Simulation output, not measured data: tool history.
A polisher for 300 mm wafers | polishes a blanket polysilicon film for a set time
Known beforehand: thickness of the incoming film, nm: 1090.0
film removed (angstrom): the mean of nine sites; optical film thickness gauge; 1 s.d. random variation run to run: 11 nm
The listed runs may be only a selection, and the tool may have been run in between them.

run,hour,flow of slurry (ml/min),pressure of the wafer on the pad (psi),speed of the pad under the wafer (cm/s),polishing time (s),film removed (angstrom)
1,0,145,2.4,92,79,6383.4
2,2.5,145,2.4,114,79,7815.2
3,4.5,110,2.4,114,79,7356.3
4,6.7,110,2.4,114,79,7368.6
5,9,110,2.4,114,83,7706.3
6,13.8,125,2.5,114,83,8099.6
7,18.7,135,2.7,114,83,9020.6
8,22.1,145,2.8,114,83,9376
9,24.2,155,2.9,114,83,9958.7

Run 10 comes next. What will it give?
10,26.9,160,2.9,114,83,?

{"run 10": {"film removed (angstrom)": 10160}}
